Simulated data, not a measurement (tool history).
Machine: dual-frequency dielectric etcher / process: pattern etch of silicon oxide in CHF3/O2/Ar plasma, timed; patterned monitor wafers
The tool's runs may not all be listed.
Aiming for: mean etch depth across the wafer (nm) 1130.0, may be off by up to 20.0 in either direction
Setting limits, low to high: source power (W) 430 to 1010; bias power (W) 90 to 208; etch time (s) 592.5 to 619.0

| run | day | source power (W) | bias power (W) | etch time (s) | mean etch depth across the wafer (nm) |
|---|---|---|---|---|---|
| 1 | 0.000 | 720 | 149 | 592.5 | 1248.0 |
| 2 | 0.242 | 700 | 148 | 592.5 | 1226.3 |
| 3 | 0.542 | 700 | 148 | 592.5 | 1230.8 |
| 4 | 0.675 | 680 | 147 | 592.5 | 1219.3 |
| 5 | 0.779 | 610 | 147 | 592.5 | 1200.6 |
| 6 | 1.021 | 600 | 145 | 592.5 | 1189.0 |
| 7 | 1.312 | 590 | 144 | 592.5 | 1182.3 |
| 8 | 1.429 | 590 | 144 | 592.5 | 1184.1 |
| 9 | 1.729 | 590 | 144 | 592.5 | 1186.4 |
| 10 | 1.804 | 580 | 143 | 592.5 | 1170.6 |
| 11 | 1.933 | 570 | 142 | 592.5 | 1164.1 |
| 12 | 2.238 | 560 | 142 | 592.5 | 1166.6 |
| 13 | 2.596 | 550 | 141 | 592.5 | 1154.8 |
| 14 | 2.846 | 540 | 141 | 592.5 | 1160.8 |

Which single option among these 4 for the next run brings every result within its allowed miss of target? Just one does.
| A | 3.096 | 550 | 118 | 619.0 | ? |
| B | 3.096 | 560 | 139 | 610.0 | ? |
| C | 3.096 | 560 | 107 | 617.0 | ? |
| D | 3.096 | 470 | 123 | 606.0 | ? |

| move | mean etch depth across the wafer (nm) |
|---|---|
| A | 1117.7 |
| B | 1183.5 |
| C | 1072.2 |
| D | 1085.3 |
A: in spec on every target
B: lands further from the targets than the last run did
C: the result that was furthest off in the last run now lies on the other side of its target
D: the result that was furthest off in the last run now lies on the other side of its target
So the answer is move A, the one that meets all the targets.

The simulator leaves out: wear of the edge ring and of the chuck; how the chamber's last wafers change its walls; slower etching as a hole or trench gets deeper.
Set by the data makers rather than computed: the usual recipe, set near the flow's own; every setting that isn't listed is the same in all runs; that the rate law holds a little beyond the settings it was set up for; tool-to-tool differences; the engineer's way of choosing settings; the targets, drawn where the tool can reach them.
